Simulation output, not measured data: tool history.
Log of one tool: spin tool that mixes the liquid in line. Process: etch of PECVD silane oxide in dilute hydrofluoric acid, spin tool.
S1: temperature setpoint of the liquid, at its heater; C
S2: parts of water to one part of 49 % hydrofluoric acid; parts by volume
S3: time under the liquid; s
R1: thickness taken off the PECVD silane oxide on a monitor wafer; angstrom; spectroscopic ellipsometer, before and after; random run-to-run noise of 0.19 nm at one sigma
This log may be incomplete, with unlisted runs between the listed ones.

{"run": 1, "hour": 0.0, "S1": 22, "S2": 170, "S3": 165, "R1": 258.92}
{"run": 2, "hour": 1.9, "S1": 19.5, "S2": 170, "S3": 165, "R1": 238.44}
{"run": 3, "hour": 9.6, "S1": 19.5, "S2": 170, "S3": 175, "R1": 253.05}
{"run": 4, "hour": 13.2, "S1": 21, "S2": 170, "S3": 175, "R1": 268.18}
{"run": 5, "hour": 16.6, "S1": 22, "S2": 170, "S3": 175, "R1": 281.11}
{"run": 6, "hour": 18.8, "S1": 22, "S2": 170, "S3": 165, "R1": 259.86}
{"run": 7, "hour": 27.8, "S1": 23, "S2": 170, "S3": 165, "R1": 272.5}

For run 8, what comes out?
{"run": 8, "hour": 28.6, "S1": 24, "S2": 170, "S3": 165, "R1": "?"}

For run 8 the tool returned R1 282.08 angstrom.
